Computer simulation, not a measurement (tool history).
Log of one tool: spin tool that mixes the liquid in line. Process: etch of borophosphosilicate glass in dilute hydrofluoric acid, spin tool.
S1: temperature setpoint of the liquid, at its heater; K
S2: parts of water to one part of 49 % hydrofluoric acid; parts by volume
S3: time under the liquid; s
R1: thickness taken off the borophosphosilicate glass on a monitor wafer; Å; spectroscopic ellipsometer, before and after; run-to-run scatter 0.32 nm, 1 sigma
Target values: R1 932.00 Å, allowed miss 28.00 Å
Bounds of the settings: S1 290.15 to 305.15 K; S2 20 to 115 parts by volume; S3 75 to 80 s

| run | hour | S1 | S2 | S3 | R1 |
|---|---|---|---|---|---|
| 1 | 0.0 | 297.15 | 65 | 75 | 688.53 |
| 2 | 6.7 | 298.15 | 65 | 75 | 717.75 |
| 3 | 13.3 | 298.15 | 45 | 75 | 1061.20 |
| 4 | 17.3 | 298.15 | 45 | 80 | 1128.40 |
| 5 | 21.8 | 297.65 | 45 | 80 | 1109.40 |
| 6 | 27.8 | 297.65 | 30 | 80 | 1703.70 |
| 7 | 36.4 | 296.65 | 35 | 80 | 1392.10 |
| 8 | 45.2 | 295.65 | 35 | 80 | 1326.80 |
| 9 | 46.0 | 294.65 | 35 | 80 | 1275.70 |
| 10 | 53.1 | 294.65 | 35 | 80 | 1266.70 |
| 11 | 60.9 | 290.65 | 45 | 80 | 827.62 |
| 12 | 63.6 | 291.15 | 45 | 80 | 846.81 |
| 13 | 70.7 | 291.65 | 45 | 80 | 861.99 |
| 14 | 72.0 | 292.15 | 45 | 80 | 881.94 |
| 15 | 75.3 | 292.65 | 45 | 80 | 898.06 |

Pick the move, out of 4, that brings all results within their allowed miss; only one does.
| A | 78.6 | 291.65 | 45 | 80 | ? |
| B | 78.6 | 296.15 | 50 | 80 | ? |
| C | 78.6 | 292.15 | 45 | 75 | ? |
| D | 78.6 | 292.15 | 45 | 80 | ? |

| move | R1 |
|---|---|
| A | 862.44 |
| B | 933.20 |
| C | 826.13 |
| D | 881.20 |
A: lands further from the targets than the last run did
B: all results land within tolerance of their targets
C: lands further from the targets than the last run did
D: lands further from the targets than the last run did
Move B is the one to make.

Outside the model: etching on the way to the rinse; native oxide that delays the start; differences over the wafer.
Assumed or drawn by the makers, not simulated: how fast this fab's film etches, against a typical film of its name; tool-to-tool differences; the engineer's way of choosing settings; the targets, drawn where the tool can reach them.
